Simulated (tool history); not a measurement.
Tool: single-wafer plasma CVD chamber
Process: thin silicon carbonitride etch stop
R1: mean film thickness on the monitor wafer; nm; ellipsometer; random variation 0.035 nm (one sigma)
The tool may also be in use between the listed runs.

{"run": 1, "day": 0.0, "RF power (kW)": 0.225, "deposition time (s)": 21.2, "R1": 13.302}
{"run": 2, "day": 0.367, "RF power (kW)": 0.225, "deposition time (s)": 18.6, "R1": 11.622}
{"run": 3, "day": 0.433, "RF power (kW)": 0.225, "deposition time (s)": 21.5, "R1": 13.383}
{"run": 4, "day": 0.462, "RF power (kW)": 0.25, "deposition time (s)": 21.5, "R1": 13.79}
{"run": 5, "day": 0.671, "RF power (kW)": 0.25, "deposition time (s)": 18.7, "R1": 12.016}
{"run": 6, "day": 0.746, "RF power (kW)": 0.255, "deposition time (s)": 19.9, "R1": 12.894}

Run 7 comes next. What will it give?
{"run": 7, "day": 0.967, "RF power (kW)": 0.26, "deposition time (s)": 20.6, "R1": "?"}

Run 7 gave R1 13.416 nm.
